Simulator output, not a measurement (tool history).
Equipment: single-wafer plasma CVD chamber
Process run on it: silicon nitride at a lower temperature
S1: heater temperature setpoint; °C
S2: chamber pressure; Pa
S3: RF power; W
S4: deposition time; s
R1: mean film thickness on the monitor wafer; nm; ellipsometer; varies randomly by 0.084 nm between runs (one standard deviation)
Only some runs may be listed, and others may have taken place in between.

{"run": 1, "hour": 0.0, "S1": 365, "S2": 229, "S3": 270, "S4": 12.5, "R1": 13.97}
{"run": 2, "hour": 6.1, "S1": 365, "S2": 248, "S3": 280, "S4": 12.5, "R1": 14.562}
{"run": 3, "hour": 6.9, "S1": 365, "S2": 248, "S3": 280, "S4": 12.5, "R1": 14.64}
{"run": 4, "hour": 13.6, "S1": 365, "S2": 248, "S3": 315, "S4": 12.5, "R1": 15.643}
{"run": 5, "hour": 15.4, "S1": 365, "S2": 248, "S3": 280, "S4": 12.5, "R1": 14.429}
{"run": 6, "hour": 18.6, "S1": 365, "S2": 257, "S3": 290, "S4": 12.5, "R1": 15.003}
{"run": 7, "hour": 23.9, "S1": 365, "S2": 269, "S3": 295, "S4": 12.5, "R1": 15.389}
{"run": 8, "hour": 28.7, "S1": 365, "S2": 269, "S3": 295, "S4": 12.5, "R1": 15.403}

For run 9, what comes out?
{"run": 9, "hour": 29.3, "S1": 365, "S2": 280, "S3": 300, "S4": 12.5, "R1": "?"}

{"run 9": {"R1": 15.63}}
